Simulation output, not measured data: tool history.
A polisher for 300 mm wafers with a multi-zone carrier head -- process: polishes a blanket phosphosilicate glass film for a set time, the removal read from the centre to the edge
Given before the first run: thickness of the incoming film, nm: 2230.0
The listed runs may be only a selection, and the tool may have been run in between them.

run,hour,flow of slurry (ml/min),pressure of the head's centre zone,pressure of the head's middle zone,pressure of the head's edge zone,abrasive content of the slurry,polishing time (s),film removed at the wafer's centre (Å),film removed at mid-radius (Å),film removed at the wafer's edge (Å)
1,0.0,230,1.00,1.00,1.00,1.00,86,5501.5,5518.3,5524.2
2,2.8,225,0.99,0.98,0.98,0.95,86,5271.9,5298.5,5245.2
3,7.1,220,0.99,0.96,0.97,0.95,86,5262.3,5150.6,5202.7
4,10.1,215,0.98,0.94,0.96,0.95,86,5112.1,5031.5,5264.7
5,14.7,240,0.98,0.94,0.96,0.95,86,5319.5,4957.1,5288.3
6,23.5,235,0.98,0.93,0.94,0.95,86,5168.6,4980.6,5182.1
7,30.1,235,0.98,0.92,0.93,0.95,86,5240.5,5047.5,5212.9

For run 8, what comes out?
8,34.5,230,0.98,0.91,0.92,0.95,86,?,?,?

{"run 8": {"film removed at the wafer's centre (Å)": 5262.2, "film removed at mid-radius (Å)": 4931.6, "film removed at the wafer's edge (Å)": 5207.6}}
